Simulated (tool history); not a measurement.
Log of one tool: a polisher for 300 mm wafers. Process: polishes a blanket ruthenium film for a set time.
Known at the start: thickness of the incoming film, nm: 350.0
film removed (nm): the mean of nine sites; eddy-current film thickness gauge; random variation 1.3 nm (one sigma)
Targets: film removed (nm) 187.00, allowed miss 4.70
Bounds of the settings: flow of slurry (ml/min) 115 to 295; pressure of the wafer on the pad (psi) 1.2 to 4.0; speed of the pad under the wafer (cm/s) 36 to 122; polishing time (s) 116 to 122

| run | day | flow of slurry (ml/min) | pressure of the wafer on the pad (psi) | speed of the pad under the wafer (cm/s) | polishing time (s) | film removed (nm) |
|---|---|---|---|---|---|---|
| 1 | 0.000 | 190 | 2.6 | 78 | 116 | 143.88 |
| 2 | 0.238 | 200 | 2.8 | 78 | 116 | 152.46 |
| 3 | 0.496 | 200 | 3.0 | 78 | 116 | 160.07 |
| 4 | 0.558 | 200 | 3.0 | 78 | 116 | 160.24 |
| 5 | 0.800 | 200 | 3.0 | 70 | 116 | 144.70 |
| 6 | 1.067 | 200 | 3.2 | 70 | 116 | 148.97 |
| 7 | 1.129 | 205 | 3.4 | 70 | 116 | 158.64 |
| 8 | 1.300 | 215 | 3.9 | 70 | 116 | 178.46 |
| 9 | 1.521 | 215 | 4.0 | 70 | 116 | 179.66 |

Which of these 4 next moves meets every target?
| A | 1.742 | 205 | 4.0 | 78 | 116 | ? |
| B | 1.742 | 200 | 4.0 | 74 | 121 | ? |
| C | 1.742 | 215 | 4.0 | 72 | 118 | ? |
| D | 1.742 | 205 | 3.9 | 76 | 119 | ? |

| move | film removed (nm) |
|---|---|
| A | 199.08 |
| B | 196.74 |
| C | 188.47 |
| D | 195.31 |
A: takes the result that was furthest off past its target
B: takes the result that was furthest off past its target
C: meets every target
D: takes the result that was furthest off past its target
The right move is C.
